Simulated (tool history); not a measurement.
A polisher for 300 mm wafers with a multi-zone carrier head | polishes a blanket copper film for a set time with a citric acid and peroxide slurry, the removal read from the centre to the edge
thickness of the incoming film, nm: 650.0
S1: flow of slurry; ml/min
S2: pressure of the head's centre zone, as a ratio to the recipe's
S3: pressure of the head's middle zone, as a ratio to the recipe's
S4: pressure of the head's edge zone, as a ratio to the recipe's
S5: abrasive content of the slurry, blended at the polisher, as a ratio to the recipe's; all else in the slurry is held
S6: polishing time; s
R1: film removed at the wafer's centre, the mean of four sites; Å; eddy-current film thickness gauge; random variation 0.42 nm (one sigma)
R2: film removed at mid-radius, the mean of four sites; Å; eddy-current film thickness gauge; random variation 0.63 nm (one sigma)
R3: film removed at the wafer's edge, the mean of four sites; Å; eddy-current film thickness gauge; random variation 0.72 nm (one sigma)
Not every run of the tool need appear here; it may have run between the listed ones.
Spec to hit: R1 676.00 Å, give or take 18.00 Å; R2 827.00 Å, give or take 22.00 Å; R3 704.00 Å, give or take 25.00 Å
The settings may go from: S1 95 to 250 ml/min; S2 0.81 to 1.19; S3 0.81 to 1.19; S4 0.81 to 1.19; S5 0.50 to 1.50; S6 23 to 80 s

run  hour   S1    S2    S3    S4    S5  S6       R1       R2       R3
  1   0.0  160  1.00  1.00  1.00  1.00  51  1095.40  1093.40  1125.10
  2   1.2  160  1.00  0.96  1.00  1.00  51  1100.30  1063.10  1123.30
  3   6.6  160  1.00  0.96  1.00  1.00  59  1261.60  1231.40  1339.20
  4   7.4  155  0.97  0.99  0.96  0.85  54  1065.90  1091.30  1126.90
  5  11.5  135  0.97  0.99  0.96  0.85  54  1015.10  1063.60  1078.20
  6  15.7  135  0.97  0.95  0.96  0.85  54  1014.40  1020.40  1070.80
  7  17.8  125  0.95  0.99  0.92  0.75  52   908.11   941.79   965.29
  8  20.3  120  0.94  1.04  0.89  0.70  50   828.42   923.96   886.90
  9  27.3  115  0.94  1.07  0.87  0.65  49   772.27   891.41   834.27
 10  31.4  115  0.95  1.09  0.85  0.60  48   743.67   867.09   781.87
 11  39.0  110  0.95  1.10  0.84  0.55  48   704.63   815.50   727.58
 12  45.6  110  0.95  1.11  0.83  0.55  48   706.87   827.81   726.99
 13  48.3  110  0.95  1.11  0.83  0.55  48   705.80   815.75   717.90

Next run, 5 choices. One meets every target within its allowed miss, the rest don't. Which?
  A  51.0   95  1.05  1.11  0.81  0.60  47   ?   ?   ?
  B  51.0  145  0.92  1.09  0.92  0.50  45   ?   ?   ?
  C  51.0   95  0.95  1.17  0.81  0.65  45   ?   ?   ?
  D  51.0  105  0.97  1.02  0.81  0.55  52   ?   ?   ?
  E  51.0  115  1.02  1.12  0.85  0.55  47   ?   ?   ?

move      R1      R2      R3
   A  749.00  791.39  709.68
   B  662.54  773.64  718.28
   C  670.41  819.92  701.75
   D  765.86  811.80  774.03
   E  752.73  817.08  727.55
A: lands further from the targets than the last run did
B: gets the furthest-off result to its target, but another result is out of tolerance
C: meets every target
D: lands further from the targets than the last run did
E: lands further from the targets than the last run did
Answer: C

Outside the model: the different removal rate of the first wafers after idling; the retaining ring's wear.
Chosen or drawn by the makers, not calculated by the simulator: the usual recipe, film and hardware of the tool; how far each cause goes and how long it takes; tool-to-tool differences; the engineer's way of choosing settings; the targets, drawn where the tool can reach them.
